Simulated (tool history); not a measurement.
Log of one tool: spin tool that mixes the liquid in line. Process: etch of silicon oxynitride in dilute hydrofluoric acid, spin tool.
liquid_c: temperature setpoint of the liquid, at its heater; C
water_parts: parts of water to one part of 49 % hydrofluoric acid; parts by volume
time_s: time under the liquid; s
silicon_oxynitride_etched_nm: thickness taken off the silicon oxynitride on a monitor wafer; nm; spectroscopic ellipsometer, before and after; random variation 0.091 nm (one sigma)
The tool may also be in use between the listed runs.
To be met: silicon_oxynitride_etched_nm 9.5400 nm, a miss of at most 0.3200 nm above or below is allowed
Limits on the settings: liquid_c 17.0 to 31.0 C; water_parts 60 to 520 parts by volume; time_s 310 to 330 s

Run 1, day 0.000: liquid_c 23.0 C, water_parts 290 parts by volume, time_s 310 s. Result: silicon_oxynitride_etched_nm 3.8706 nm.
Run 2, day 0.071: liquid_c 23.0 C, water_parts 290 parts by volume, time_s 330 s. Result: silicon_oxynitride_etched_nm 4.2002 nm.
Run 3, day 0.262: liquid_c 23.0 C, water_parts 290 parts by volume, time_s 310 s. Result: silicon_oxynitride_etched_nm 3.9468 nm.
Run 4, day 0.567: liquid_c 23.0 C, water_parts 240 parts by volume, time_s 310 s. Result: silicon_oxynitride_etched_nm 4.9176 nm.
Run 5, day 0.617: liquid_c 23.0 C, water_parts 160 parts by volume, time_s 310 s. Result: silicon_oxynitride_etched_nm 7.8409 nm.
Run 6, day 0.692: liquid_c 24.0 C, water_parts 160 parts by volume, time_s 310 s. Result: silicon_oxynitride_etched_nm 8.0559 nm.
At day 0.721: hydrofluoric acid flow meter replaced.
Run 7, day 0.721: liquid_c 28.0 C, water_parts 155 parts by volume, time_s 310 s. Result: silicon_oxynitride_etched_nm 11.1660 nm.
Run 8, day 0.950: liquid_c 28.0 C, water_parts 155 parts by volume, time_s 310 s. Result: silicon_oxynitride_etched_nm 11.0750 nm.
Run 9, day 1.250: liquid_c 27.5 C, water_parts 155 parts by volume, time_s 310 s. Result: silicon_oxynitride_etched_nm 10.7870 nm.
Run 10, day 1.529: liquid_c 27.0 C, water_parts 155 parts by volume, time_s 310 s. Result: silicon_oxynitride_etched_nm 10.5870 nm.
Run 11, day 1.621: liquid_c 24.5 C, water_parts 160 parts by volume, time_s 310 s. Result: silicon_oxynitride_etched_nm 9.1616 nm.

Which single option among these 5 for the next run brings every result within its allowed miss of target? Just one does.
Run A, day 1.712: liquid_c 24.0 C, water_parts 160 parts by volume, time_s 310 s. Result: silicon_oxynitride_etched_nm ?.
Run B, day 1.712: liquid_c 22.0 C, water_parts 155 parts by volume, time_s 310 s. Result: silicon_oxynitride_etched_nm ?.
Run C, day 1.712: liquid_c 25.0 C, water_parts 150 parts by volume, time_s 315 s. Result: silicon_oxynitride_etched_nm ?.
Run D, day 1.712: liquid_c 23.0 C, water_parts 165 parts by volume, time_s 330 s. Result: silicon_oxynitride_etched_nm ?.
Run E, day 1.712: liquid_c 21.5 C, water_parts 145 parts by volume, time_s 330 s. Result: silicon_oxynitride_etched_nm ?.

move  silicon_oxynitride_etched_nm
   A                        9.0401
   B                        8.5420
   C                       10.3370
   D                        8.8802
   E                        9.5648
A: further off than the last run
B: further off than the last run
C: carries the result that was furthest off beyond its target, to the other side
D: further off than the last run
E: every result lands within tolerance
Move E is the one to make.
